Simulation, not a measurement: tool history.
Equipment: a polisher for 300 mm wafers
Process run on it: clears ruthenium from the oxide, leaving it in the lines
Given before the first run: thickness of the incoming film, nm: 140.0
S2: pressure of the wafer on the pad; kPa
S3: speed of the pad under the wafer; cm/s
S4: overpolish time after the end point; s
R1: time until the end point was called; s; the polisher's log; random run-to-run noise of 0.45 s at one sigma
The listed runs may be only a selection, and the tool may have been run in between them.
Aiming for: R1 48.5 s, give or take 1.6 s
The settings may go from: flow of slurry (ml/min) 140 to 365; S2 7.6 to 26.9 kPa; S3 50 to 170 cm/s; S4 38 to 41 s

run 1 hour=0 | flow_of_slurry_(ml/min)=235 S2=17.2 S3=110 S4=38 | R1=88.052
run 2 hour=8.7 | flow_of_slurry_(ml/min)=235 S2=15.9 S3=110 S4=38 | R1=94.808
run 3 hour=11.4 | flow_of_slurry_(ml/min)=235 S2=15.9 S3=86 S4=38 | R1=121.44
run 4 hour=18.1 | flow_of_slurry_(ml/min)=235 S2=18.6 S3=86 S4=38 | R1=103.2
run 5 hour=21.4 | flow_of_slurry_(ml/min)=235 S2=18.6 S3=72 S4=38 | R1=123.56
run 6 hour=27 | flow_of_slurry_(ml/min)=235 S2=16.5 S3=72 S4=38 | R1=136.11
run 7 hour=27.7 | flow_of_slurry_(ml/min)=240 S2=18.6 S3=80 S4=38 | R1=109.02
run 8 hour=28.9 | flow_of_slurry_(ml/min)=265 S2=23.4 S3=110 S4=38 | R1=64.745

Of the 5 settings listed for the next run, only one would bring every result within its allowed miss of target. Which one?
run A hour=30.1 | flow_of_slurry_(ml/min)=220 S2=26.9 S3=128 S4=38 | R1=?
run B hour=30.1 | flow_of_slurry_(ml/min)=235 S2=26.2 S3=120 S4=38 | R1=?
run C hour=30.1 | flow_of_slurry_(ml/min)=190 S2=25.5 S3=150 S4=41 | R1=?
run D hour=30.1 | flow_of_slurry_(ml/min)=285 S2=22.1 S3=98 S4=38 | R1=?
run E hour=30.1 | flow_of_slurry_(ml/min)=290 S2=26.9 S3=136 S4=38 | R1=?

move=A R1=49.676
move=B R1=53.967
move=C R1=45.369
move=D R1=76.538
move=E R1=45.816
A: hits every target within its allowed miss
B: an improvement on the last run, though not all results are within tolerance
C: takes the biggest miss from the last run beyond its target
D: misses by more than the last run did
E: takes the biggest miss from the last run beyond its target
So the answer is move A, the one that meets all the targets.
